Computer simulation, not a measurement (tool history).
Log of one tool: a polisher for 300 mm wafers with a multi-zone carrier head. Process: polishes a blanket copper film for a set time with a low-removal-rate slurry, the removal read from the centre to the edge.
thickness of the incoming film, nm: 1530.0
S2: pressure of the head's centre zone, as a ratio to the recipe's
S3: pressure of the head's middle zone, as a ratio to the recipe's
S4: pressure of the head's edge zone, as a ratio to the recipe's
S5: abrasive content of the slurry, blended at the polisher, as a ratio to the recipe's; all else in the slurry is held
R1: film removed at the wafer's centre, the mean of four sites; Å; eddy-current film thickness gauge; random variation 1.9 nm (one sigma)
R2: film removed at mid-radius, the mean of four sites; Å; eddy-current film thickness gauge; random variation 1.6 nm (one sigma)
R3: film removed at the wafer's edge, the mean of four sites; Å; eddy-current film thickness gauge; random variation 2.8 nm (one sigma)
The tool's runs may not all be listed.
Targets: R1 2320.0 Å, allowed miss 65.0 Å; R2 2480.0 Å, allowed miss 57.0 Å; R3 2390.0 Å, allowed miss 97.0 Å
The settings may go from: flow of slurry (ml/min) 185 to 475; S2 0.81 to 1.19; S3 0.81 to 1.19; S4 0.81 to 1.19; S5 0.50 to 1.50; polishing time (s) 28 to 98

{"run": 1, "hour": 0.0, "flow of slurry (ml/min)": 305, "S2": 1.0, "S3": 1.0, "S4": 1.0, "S5": 1.0, "polishing time (s)": 63, "R1": 2124.1, "R2": 2061.1, "R3": 2109.1}
{"run": 2, "hour": 6.8, "flow of slurry (ml/min)": 315, "S2": 1.01, "S3": 1.03, "S4": 1.03, "S5": 1.05, "polishing time (s)": 63, "R1": 2149.0, "R2": 2115.7, "R3": 2162.6}
{"run": 3, "hour": 13.8, "flow of slurry (ml/min)": 320, "S2": 1.02, "S3": 1.05, "S4": 1.04, "S5": 1.1, "polishing time (s)": 63, "R1": 2176.8, "R2": 2192.9, "R3": 2168.8}
{"run": 4, "hour": 16.7, "flow of slurry (ml/min)": 350, "S2": 1.02, "S3": 1.05, "S4": 1.04, "S5": 1.1, "polishing time (s)": 63, "R1": 2188.0, "R2": 2218.2, "R3": 2217.3}
{"run": 5, "hour": 21.4, "flow of slurry (ml/min)": 350, "S2": 1.02, "S3": 1.05, "S4": 1.11, "S5": 1.1, "polishing time (s)": 63, "R1": 2175.9, "R2": 2187.4, "R3": 2256.9}
{"run": 6, "hour": 24.6, "flow of slurry (ml/min)": 350, "S2": 1.02, "S3": 1.09, "S4": 1.11, "S5": 1.1, "polishing time (s)": 63, "R1": 2241.5, "R2": 2216.6, "R3": 2249.2}
{"run": 7, "hour": 27.1, "flow of slurry (ml/min)": 360, "S2": 1.02, "S3": 1.1, "S4": 1.11, "S5": 1.15, "polishing time (s)": 63, "R1": 2223.7, "R2": 2244.5, "R3": 2222.2}
{"run": 8, "hour": 34.0, "flow of slurry (ml/min)": 345, "S2": 1.01, "S3": 1.15, "S4": 1.17, "S5": 1.4, "polishing time (s)": 66, "R1": 2384.1, "R2": 2508.8, "R3": 2450.6}
{"hour": 37.6, "done": "worn pad replaced by a new one"}
{"run": 9, "hour": 37.6, "flow of slurry (ml/min)": 335, "S2": 1.0, "S3": 1.15, "S4": 1.16, "S5": 1.35, "polishing time (s)": 66, "R1": 2459.4, "R2": 2634.1, "R3": 2588.2}
{"run": 10, "hour": 46.4, "flow of slurry (ml/min)": 350, "S2": 1.0, "S3": 1.15, "S4": 1.15, "S5": 1.35, "polishing time (s)": 66, "R1": 2487.7, "R2": 2633.9, "R3": 2618.5}
{"run": 11, "hour": 55.2, "flow of slurry (ml/min)": 330, "S2": 1.0, "S3": 1.15, "S4": 1.15, "S5": 1.35, "polishing time (s)": 66, "R1": 2480.0, "R2": 2627.1, "R3": 2619.9}
{"run": 12, "hour": 63.6, "flow of slurry (ml/min)": 345, "S2": 1.0, "S3": 1.15, "S4": 1.15, "S5": 1.35, "polishing time (s)": 66, "R1": 2467.4, "R2": 2648.0, "R3": 2556.2}
{"run": 13, "hour": 67.3, "flow of slurry (ml/min)": 350, "S2": 1.0, "S3": 1.14, "S4": 1.14, "S5": 1.3, "polishing time (s)": 66, "R1": 2480.1, "R2": 2581.0, "R3": 2586.5}

Which of these 4 next moves meets every target?
{"run": "A", "hour": 71.0, "flow of slurry (ml/min)": 375, "S2": 1.0, "S3": 1.14, "S4": 1.13, "S5": 1.45, "polishing time (s)": 61, "R1": "?", "R2": "?", "R3": "?"}
{"run": "B", "hour": 71.0, "flow of slurry (ml/min)": 445, "S2": 0.91, "S3": 0.98, "S4": 1.19, "S5": 1.25, "polishing time (s)": 71, "R1": "?", "R2": "?", "R3": "?"}
{"run": "C", "hour": 71.0, "flow of slurry (ml/min)": 360, "S2": 1.16, "S3": 0.99, "S4": 1.11, "S5": 0.9, "polishing time (s)": 69, "R1": "?", "R2": "?", "R3": "?"}
{"run": "D", "hour": 71.0, "flow of slurry (ml/min)": 390, "S2": 1.17, "S3": 1.14, "S4": 1.02, "S5": 1.4, "polishing time (s)": 60, "R1": "?", "R2": "?", "R3": "?"}

move=A R1=2345.2 R2=2440.1 R3=2469.3
move=B R1=2482.4 R2=2559.1 R3=2898.3
move=C R1=2807.6 R2=2342.2 R3=2575.2
move=D R1=2652.4 R2=2392.1 R3=2326.0
A: meets every target
B: further off than the last run
C: further off than the last run
D: further off than the last run
Move A is the one to make.
